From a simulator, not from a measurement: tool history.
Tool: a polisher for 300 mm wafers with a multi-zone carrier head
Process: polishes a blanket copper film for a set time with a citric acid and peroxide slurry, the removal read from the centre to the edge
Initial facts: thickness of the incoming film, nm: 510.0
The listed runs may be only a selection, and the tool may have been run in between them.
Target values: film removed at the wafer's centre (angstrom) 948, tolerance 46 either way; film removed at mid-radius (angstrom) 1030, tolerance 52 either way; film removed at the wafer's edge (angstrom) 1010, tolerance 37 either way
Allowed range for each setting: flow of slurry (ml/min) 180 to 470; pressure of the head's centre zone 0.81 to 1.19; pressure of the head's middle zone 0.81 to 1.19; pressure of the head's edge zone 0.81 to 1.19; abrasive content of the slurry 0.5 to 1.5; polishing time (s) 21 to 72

| run | hour | flow of slurry (ml/min) | pressure of the head's centre zone | pressure of the head's middle zone | pressure of the head's edge zone | abrasive content of the slurry | polishing time (s) | film removed at the wafer's centre (angstrom) | film removed at mid-radius (angstrom) | film removed at the wafer's edge (angstrom) |
|---|---|---|---|---|---|---|---|---|---|---|
| 1 | 0 | 300 | 1 | 1 | 1 | 1 | 46 | 1714.1 | 1701.4 | 1727.8 |
| 2 | 2.8 | 295 | 0.98 | 1 | 0.98 | 0.9 | 42 | 1465.6 | 1494.8 | 1514.3 |
| 3 | 5.3 | 295 | 0.92 | 1 | 0.98 | 0.9 | 42 | 1404.4 | 1496.8 | 1514.2 |
| 4 | 12.8 | 295 | 0.92 | 1 | 0.98 | 0.75 | 42 | 1332.8 | 1403.5 | 1461.4 |
| 5 | 14 | 295 | 0.92 | 0.93 | 0.98 | 0.75 | 42 | 1327.9 | 1348.1 | 1484.4 |
| 6 | 19.7 | 295 | 0.92 | 0.95 | 0.95 | 0.7 | 39 | 1200.5 | 1254.8 | 1339.4 |
| 7 | 22.6 | 295 | 0.93 | 0.96 | 0.92 | 0.65 | 37 | 1142.3 | 1166.9 | 1214.3 |
| 8 | 27.7 | 295 | 0.92 | 0.97 | 0.9 | 0.6 | 36 | 1093.2 | 1101.9 | 1118 |
| 9 | 33.1 | 280 | 0.82 | 0.97 | 0.85 | 0.5 | 36 | 923.07 | 1080.6 | 1063.8 |

Which one of the following 4 next-run settings gets every result inside its allowed miss? There is exactly one.
| A | 38.5 | 270 | 0.81 | 0.89 | 0.94 | 0.5 | 36 | ? | ? | ? |
| B | 38.5 | 255 | 0.81 | 1.06 | 0.87 | 0.5 | 35 | ? | ? | ? |
| C | 38.5 | 205 | 0.88 | 0.99 | 0.82 | 0.5 | 36 | ? | ? | ? |
| D | 38.5 | 270 | 0.81 | 0.81 | 1 | 0.55 | 36 | ? | ? | ? |

| move | film removed at the wafer's centre (angstrom) | film removed at mid-radius (angstrom) | film removed at the wafer's edge (angstrom) |
|---|---|---|---|
| A | 922.92 | 995.17 | 1106.9 |
| B | 891.25 | 1112.8 | 1031.5 |
| C | 944.81 | 1045.6 | 1010.3 |
| D | 946.29 | 944.86 | 1170.1 |
A: further off than the last run
B: corrects the largest miss of the last run, while another result sits out of spec
C: all results land within tolerance of their targets
D: further off than the last run
Answer: C
